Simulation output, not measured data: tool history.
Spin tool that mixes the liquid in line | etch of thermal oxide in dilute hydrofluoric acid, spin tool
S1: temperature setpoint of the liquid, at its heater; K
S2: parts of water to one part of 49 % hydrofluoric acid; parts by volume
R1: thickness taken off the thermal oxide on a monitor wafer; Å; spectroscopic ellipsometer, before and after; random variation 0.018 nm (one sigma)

{"run": 1, "hour": 0.0, "S1": 299.15, "S2": 115, "time under the liquid (s)": 95, "R1": 40.015}
{"run": 2, "hour": 3.8, "S1": 299.65, "S2": 115, "time under the liquid (s)": 95, "R1": 40.883}
{"run": 3, "hour": 7.9, "S1": 299.65, "S2": 140, "time under the liquid (s)": 95, "R1": 32.597}
{"run": 4, "hour": 14.7, "S1": 299.65, "S2": 140, "time under the liquid (s)": 70, "R1": 23.908}
{"run": 5, "hour": 16.6, "S1": 300.65, "S2": 135, "time under the liquid (s)": 70, "R1": 25.837}
{"run": 6, "hour": 22.2, "S1": 303.65, "S2": 135, "time under the liquid (s)": 70, "R1": 29.02}
{"run": 7, "hour": 30.4, "S1": 304.15, "S2": 130, "time under the liquid (s)": 70, "R1": 30.814}

Forecast run 8:
{"run": 8, "hour": 33.5, "S1": 307.15, "S2": 90, "time under the liquid (s)": 70, "R1": "?"}

Run 8 gave R1 52.344 Å.
